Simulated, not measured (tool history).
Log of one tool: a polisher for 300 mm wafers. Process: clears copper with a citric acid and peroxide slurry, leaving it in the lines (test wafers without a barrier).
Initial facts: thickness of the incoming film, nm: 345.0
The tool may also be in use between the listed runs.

run	day	flow of slurry (ml/min)	pressure of the wafer on the pad (kPa)	speed of the pad under the wafer (m/s)	abrasive content of the slurry	overpolish time after the end point (s)	time until the end point was called (s)	dishing of a wide line in a test structure (nm)
1	0.000	295	25.5	0.96	1.0	27	142.56	45.722
2	0.225	295	27.6	0.96	1.0	30	133.45	50.598
3	0.312	295	27.6	1.06	1.0	30	123.30	58.442
4	0.421	295	27.6	1.06	1.2	30	115.89	59.501
5	0.483	295	27.6	1.06	1.2	38	113.71	69.802
6	0.596	295	28.3	1.06	1.2	40	117.06	73.485
7	0.971	295	28.3	1.06	1.2	40	120.29	76.692

For run 8, what comes out?
8	1.179	295	29.6	1.06	1.2	40	?	?

{"run 8": {"time until the end point was called (s)": 110.65, "dishing of a wide line in a test structure (nm)": 74.422}}

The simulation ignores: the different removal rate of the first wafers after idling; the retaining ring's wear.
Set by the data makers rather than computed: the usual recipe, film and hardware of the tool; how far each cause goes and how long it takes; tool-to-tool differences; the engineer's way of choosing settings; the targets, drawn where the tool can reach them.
